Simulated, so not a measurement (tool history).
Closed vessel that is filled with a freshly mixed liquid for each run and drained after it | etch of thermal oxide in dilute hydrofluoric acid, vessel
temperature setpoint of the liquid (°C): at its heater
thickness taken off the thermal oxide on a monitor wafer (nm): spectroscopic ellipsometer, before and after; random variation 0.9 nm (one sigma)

run,hour,temperature setpoint of the liquid (°C),parts of water to one part of 49 % hydrofluoric acid (parts by volume),time in the liquid (s),thickness taken off the thermal oxide on a monitor wafer (nm)
1,0.0,23.0,155,1445,40.282
2,1.0,25.5,125,1445,56.262
3,8.9,25.5,125,1445,56.528
4,11.4,28.0,125,1445,61.639
5,17.5,29.0,110,1445,75.265
6,25.1,29.0,155,1445,49.808
7,28.3,29.5,130,1445,62.150
8,30.6,31.0,65,1450,147.780
9,32.3,29.0,65,1450,136.370
# hour 37.2: hydrofluoric acid flow meter replaced
10,37.2,27.0,65,1450,138.130

Run 11 comes next. What will it give?
11,40.9,25.0,70,1450,?

Run 11 gave thickness taken off the thermal oxide on a monitor wafer (nm) 117.590.
